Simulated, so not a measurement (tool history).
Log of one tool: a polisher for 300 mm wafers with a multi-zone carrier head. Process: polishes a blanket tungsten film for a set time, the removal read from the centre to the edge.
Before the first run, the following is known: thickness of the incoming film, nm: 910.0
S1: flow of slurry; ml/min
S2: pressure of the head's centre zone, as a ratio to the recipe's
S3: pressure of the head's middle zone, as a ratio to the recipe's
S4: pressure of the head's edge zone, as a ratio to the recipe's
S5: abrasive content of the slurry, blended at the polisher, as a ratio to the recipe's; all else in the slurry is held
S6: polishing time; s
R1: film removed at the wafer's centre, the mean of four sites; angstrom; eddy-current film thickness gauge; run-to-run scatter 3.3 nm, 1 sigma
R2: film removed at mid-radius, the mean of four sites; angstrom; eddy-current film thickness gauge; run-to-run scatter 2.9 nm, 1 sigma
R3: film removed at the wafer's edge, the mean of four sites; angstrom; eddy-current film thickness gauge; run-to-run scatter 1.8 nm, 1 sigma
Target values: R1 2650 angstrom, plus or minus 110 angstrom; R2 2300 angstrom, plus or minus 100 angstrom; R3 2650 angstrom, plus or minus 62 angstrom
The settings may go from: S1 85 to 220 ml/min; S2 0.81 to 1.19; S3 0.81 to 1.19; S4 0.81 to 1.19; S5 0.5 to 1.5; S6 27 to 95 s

run  hour   S1    S2    S3    S4    S5  S6      R1      R2      R3
  1     0  140     1     1     1     1  61  3300.6  3319.5    3240
  2   2.1  135     1  0.97  0.99  0.95  61  3278.8  3164.1    3187
  3   9.3  135     1  0.97  1.02  0.95  61  3252.2  3085.1  3205.4
  4  16.5  130  0.99  0.95  1.01   0.9  61  3136.2  3010.3  3137.2
     25.1  -- worn pad replaced by a new one
  5  25.1  130  0.94  0.95  1.01   0.9  61  3314.8    3404  3464.4
  6  29.8  130  0.94   0.9  1.01   0.9  61  3368.4    3246  3493.8
  7  31.7  125  0.96  0.91  1.03  0.85  61  3321.2    3163  3476.7
  8    38  120  0.98  0.92  1.04   0.8  60  3133.1  3050.5  3322.7

Consider the 5 candidate settings below. Which is the only one whose results all fall within their allowed miss of target?
  A  44.3  115  0.88  1.19  0.98  0.75  76   ?   ?   ?
  B  44.3  110  1.06  1.06  0.99   0.8  46   ?   ?   ?
  C  44.3  130  1.02  0.87  1.06   0.8  47   ?   ?   ?
  D  44.3  105  0.92  0.85  1.19   0.9  68   ?   ?   ?
  E  44.3  185  1.06  1.16  0.81   0.8  65   ?   ?   ?

move      R1      R2      R3
   A    3495  4650.9    4013
   B  2572.9  2573.8  2478.6
   C  2645.1  2320.9  2688.4
   D    3376  3250.4  4107.1
   E  4106.3    4374  3487.5
A: the biggest miss grows against the last run
B: the result that was furthest off in the last run now lies on the other side of its target
C: hits every target within its allowed miss
D: the biggest miss grows against the last run
E: the biggest miss grows against the last run
C meets every target.
